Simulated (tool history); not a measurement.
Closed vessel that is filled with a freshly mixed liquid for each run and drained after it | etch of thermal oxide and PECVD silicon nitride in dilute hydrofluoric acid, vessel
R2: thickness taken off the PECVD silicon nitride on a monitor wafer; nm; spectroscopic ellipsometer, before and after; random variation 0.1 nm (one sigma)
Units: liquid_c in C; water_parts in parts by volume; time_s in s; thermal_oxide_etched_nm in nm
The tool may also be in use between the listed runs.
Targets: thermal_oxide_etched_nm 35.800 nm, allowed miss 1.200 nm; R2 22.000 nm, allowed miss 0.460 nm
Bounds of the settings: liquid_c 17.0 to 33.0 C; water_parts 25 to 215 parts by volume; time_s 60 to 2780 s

{"run": 1, "hour": 0.0, "liquid_c": 25.0, "water_parts": 120, "time_s": 1420, "thermal_oxide_etched_nm": 52.553, "R2": 35.524}
{"run": 2, "hour": 6.3, "liquid_c": 23.5, "water_parts": 125, "time_s": 1435, "thermal_oxide_etched_nm": 47.731, "R2": 31.433}
{"run": 3, "hour": 15.3, "liquid_c": 22.5, "water_parts": 130, "time_s": 1445, "thermal_oxide_etched_nm": 44.184, "R2": 28.574}
{"run": 4, "hour": 18.3, "liquid_c": 26.0, "water_parts": 130, "time_s": 1445, "thermal_oxide_etched_nm": 50.371, "R2": 35.879}
{"run": 5, "hour": 22.8, "liquid_c": 26.0, "water_parts": 100, "time_s": 1445, "thermal_oxide_etched_nm": 68.612, "R2": 46.676}
{"run": 6, "hour": 32.3, "liquid_c": 26.0, "water_parts": 100, "time_s": 1770, "thermal_oxide_etched_nm": 84.503, "R2": 56.794}
{"run": 7, "hour": 40.1, "liquid_c": 24.5, "water_parts": 115, "time_s": 1780, "thermal_oxide_etched_nm": 67.617, "R2": 45.28}
{"run": 8, "hour": 41.7, "liquid_c": 20.5, "water_parts": 155, "time_s": 1815, "thermal_oxide_etched_nm": 42.561, "R2": 26.559}
{"run": 9, "hour": 43.2, "liquid_c": 20.0, "water_parts": 160, "time_s": 1825, "thermal_oxide_etched_nm": 39.479, "R2": 25.112}
{"run": 10, "hour": 44.6, "liquid_c": 19.5, "water_parts": 160, "time_s": 1830, "thermal_oxide_etched_nm": 39.35, "R2": 24.219}
{"run": 11, "hour": 46.1, "liquid_c": 19.5, "water_parts": 160, "time_s": 1830, "thermal_oxide_etched_nm": 39.106, "R2": 24.31}
{"run": 12, "hour": 54.2, "liquid_c": 19.5, "water_parts": 160, "time_s": 1835, "thermal_oxide_etched_nm": 39.255, "R2": 24.261}
{"run": 13, "hour": 58.3, "liquid_c": 19.5, "water_parts": 160, "time_s": 1840, "thermal_oxide_etched_nm": 39.55, "R2": 24.258}
{"run": 14, "hour": 63.9, "liquid_c": 19.5, "water_parts": 165, "time_s": 1845, "thermal_oxide_etched_nm": 37.594, "R2": 23.706}
{"run": 15, "hour": 70.7, "liquid_c": 19.0, "water_parts": 165, "time_s": 1850, "thermal_oxide_etched_nm": 37.291, "R2": 22.976}

Which of these 4 next moves meets every target?
{"run": "A", "hour": 77.5, "liquid_c": 17.0, "water_parts": 150, "time_s": 1845, "thermal_oxide_etched_nm": "?", "R2": "?"}
{"run": "B", "hour": 77.5, "liquid_c": 19.0, "water_parts": 165, "time_s": 1785, "thermal_oxide_etched_nm": "?", "R2": "?"}
{"run": "C", "hour": 77.5, "liquid_c": 18.0, "water_parts": 140, "time_s": 1695, "thermal_oxide_etched_nm": "?", "R2": "?"}
{"run": "D", "hour": 77.5, "liquid_c": 18.5, "water_parts": 205, "time_s": 2170, "thermal_oxide_etched_nm": "?", "R2": "?"}

move=A thermal_oxide_etched_nm=37.971 R2=21.838
move=B thermal_oxide_etched_nm=35.678 R2=22.067
move=C thermal_oxide_etched_nm=39.323 R2=22.962
move=D thermal_oxide_etched_nm=32.925 R2=21.034
A: brings the result that was furthest off to its target, and leaves another outside
B: meets every target
C: further off than the last run
D: takes the result that was furthest off past its target
Answer: B
